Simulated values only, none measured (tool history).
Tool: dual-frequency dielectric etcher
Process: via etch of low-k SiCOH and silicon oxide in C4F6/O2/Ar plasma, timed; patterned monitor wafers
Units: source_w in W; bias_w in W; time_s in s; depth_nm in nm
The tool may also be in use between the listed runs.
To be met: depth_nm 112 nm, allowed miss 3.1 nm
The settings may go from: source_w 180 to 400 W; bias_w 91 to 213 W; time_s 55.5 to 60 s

run 1 hour=0 | source_w=290 bias_w=152 time_s=60 | depth_nm=134.03
run 2 hour=8.3 | source_w=270 bias_w=143 time_s=59.5 | depth_nm=127.09
run 3 hour=13.6 | source_w=270 bias_w=170 time_s=59.5 | depth_nm=132.73
run 4 hour=14.9 | source_w=240 bias_w=170 time_s=59.5 | depth_nm=125.21
run 5 hour=15.6 | source_w=220 bias_w=167 time_s=59.5 | depth_nm=120.93
run 6 hour=19.8 | source_w=220 bias_w=186 time_s=59.5 | depth_nm=124.28
run 7 hour=22.9 | source_w=190 bias_w=164 time_s=56 | depth_nm=106.95
run 8 hour=27.8 | source_w=200 bias_w=165 time_s=56 | depth_nm=108.33

Which of these 4 next moves meets every target?
run A hour=32.7 | source_w=180 bias_w=168 time_s=57 | depth_nm=?
run B hour=32.7 | source_w=190 bias_w=164 time_s=59 | depth_nm=?
run C hour=32.7 | source_w=180 bias_w=175 time_s=55.5 | depth_nm=?
run D hour=32.7 | source_w=180 bias_w=184 time_s=55.5 | depth_nm=?

move=A depth_nm=106.34
move=B depth_nm=111.98
move=C depth_nm=104.65
move=D depth_nm=106.06
A: further off than the last run
B: meets every target
C: further off than the last run
D: further off than the last run
The right move is B.

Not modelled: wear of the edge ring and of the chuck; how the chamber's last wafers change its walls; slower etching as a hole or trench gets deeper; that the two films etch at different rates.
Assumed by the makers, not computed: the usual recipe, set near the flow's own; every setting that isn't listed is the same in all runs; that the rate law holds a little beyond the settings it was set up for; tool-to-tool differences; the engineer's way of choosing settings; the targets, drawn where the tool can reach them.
